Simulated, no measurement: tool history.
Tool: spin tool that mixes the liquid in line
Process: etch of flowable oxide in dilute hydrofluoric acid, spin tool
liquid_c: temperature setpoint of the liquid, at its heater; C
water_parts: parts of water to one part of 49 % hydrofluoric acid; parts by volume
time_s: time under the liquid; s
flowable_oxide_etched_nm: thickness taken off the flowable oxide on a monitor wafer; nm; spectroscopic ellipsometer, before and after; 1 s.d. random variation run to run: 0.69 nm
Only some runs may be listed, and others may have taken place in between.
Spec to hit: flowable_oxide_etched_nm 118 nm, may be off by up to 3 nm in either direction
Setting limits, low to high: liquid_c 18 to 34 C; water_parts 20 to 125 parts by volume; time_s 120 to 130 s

run,hour,liquid_c,water_parts,time_s,flowable_oxide_etched_nm
1,0,26,70,120,61.726
2,1.8,27.5,65,120,70.828
3,6.8,28.5,60,120,80.191
4,13.2,29.5,60,120,83.076
5,20.3,26.5,60,120,73.945
6,26.8,26.5,60,130,79.84
7,31.5,28,60,130,85.254
8,36,29,60,130,89.426
9,41.9,30,60,130,92.204
10,42.9,30.5,60,130,93.992
11,44.5,31,60,130,96.643

Which single option among these 4 for the next run brings every result within its allowed miss of target? Just one does.
A,46.1,31.5,55,125,?
B,46.1,33.5,60,130,?
C,46.1,32,60,120,?
D,46.1,28.5,45,130,?

move,flowable_oxide_etched_nm
A,103.27
B,105.41
C,91.911
D,118.5
A: moves toward the targets from the last run without getting all of them in spec
B: moves toward the targets from the last run without getting all of them in spec
C: misses by more than the last run did
D: each result inside its tolerance
Go with D: it meets all targets.

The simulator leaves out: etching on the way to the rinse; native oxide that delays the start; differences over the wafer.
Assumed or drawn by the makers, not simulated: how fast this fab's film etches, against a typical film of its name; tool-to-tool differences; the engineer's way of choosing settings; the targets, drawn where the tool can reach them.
